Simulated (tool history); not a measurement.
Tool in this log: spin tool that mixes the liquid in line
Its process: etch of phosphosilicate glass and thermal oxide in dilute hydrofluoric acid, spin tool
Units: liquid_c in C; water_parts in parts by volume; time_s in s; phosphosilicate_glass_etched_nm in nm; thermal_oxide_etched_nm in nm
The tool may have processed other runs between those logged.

run	hour	liquid_c	water_parts	time_s	phosphosilicate_glass_etched_nm	thermal_oxide_etched_nm
1	0	20	55	30	28.878	2.5137
2	8.8	20	55	40	38.901	3.2122
3	15.4	22.5	55	40	42.989	3.6813
4	20.8	21	70	40	31.151	2.5772
5	24.8	21	50	40	44.52	3.6671
6	33.7	19	50	40	40.75	3.5477
7	37.1	18.5	70	40	27.977	2.3556
8	43.6	18	80	40	23.545	1.9962
9	46.7	17.5	90	35	17.682	1.5545
10	50.9	17.5	95	35	16.859	1.4562
11	52.6	17.5	100	30	13.453	1.1244
12	60.9	17	105	30	12.591	1.09
13	64.2	17.5	105	30	12.813	1.1132

Expected results for the next run?
14	65.1	17	105	25	?	?

Logged for run 14: phosphosilicate_glass_etched_nm 10.52 nm, thermal_oxide_etched_nm 0.89139 nm.
